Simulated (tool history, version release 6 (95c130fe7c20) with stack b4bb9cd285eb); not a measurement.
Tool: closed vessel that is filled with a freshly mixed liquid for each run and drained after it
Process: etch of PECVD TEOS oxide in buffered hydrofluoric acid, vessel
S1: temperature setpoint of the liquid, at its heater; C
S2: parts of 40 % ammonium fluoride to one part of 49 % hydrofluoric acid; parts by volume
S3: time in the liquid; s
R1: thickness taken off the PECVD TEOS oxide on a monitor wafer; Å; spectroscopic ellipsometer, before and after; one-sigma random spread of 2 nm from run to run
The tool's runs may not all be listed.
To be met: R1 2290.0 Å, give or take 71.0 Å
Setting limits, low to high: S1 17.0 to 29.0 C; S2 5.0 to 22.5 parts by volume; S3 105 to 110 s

| run | hour | S1 | S2 | S3 | R1 |
|---|---|---|---|---|---|
| 1 | 0.0 | 21.0 | 13.5 | 105 | 1038.2 |
| 2 | 4.4 | 23.0 | 12.0 | 105 | 1276.2 |
| 3 | 9.6 | 23.0 | 14.0 | 105 | 1110.4 |
| 4 | 17.4 | 22.0 | 14.0 | 105 | 1064.2 |
| 5 | 23.4 | 22.0 | 14.0 | 110 | 1130.6 |
| 6 | 30.2 | 24.0 | 12.5 | 110 | 1372.0 |
| 7 | 35.5 | 25.5 | 11.0 | 110 | 1712.7 |
| 8 | 43.4 | 26.5 | 10.5 | 110 | 1866.2 |
| 9 | 44.3 | 27.0 | 10.0 | 110 | 2022.0 |

Of the 5 settings listed for the next run, only one would bring every result within its allowed miss of target. Which one?
| A | 45.2 | 27.0 | 10.0 | 105 | ? |
| B | 45.2 | 27.0 | 8.0 | 110 | ? |
| C | 45.2 | 28.0 | 8.5 | 110 | ? |
| D | 45.2 | 27.5 | 8.0 | 110 | ? |
| E | 45.2 | 26.5 | 8.0 | 105 | ? |

| move | R1 |
|---|---|
| A | 1912.4 |
| B | 2432.1 |
| C | 2402.1 |
| D | 2497.8 |
| E | 2260.2 |
A: the biggest miss grows against the last run
B: takes the result that was furthest off past its target
C: takes the result that was furthest off past its target
D: takes the result that was furthest off past its target
E: meets every target
The move that meets every target is E.
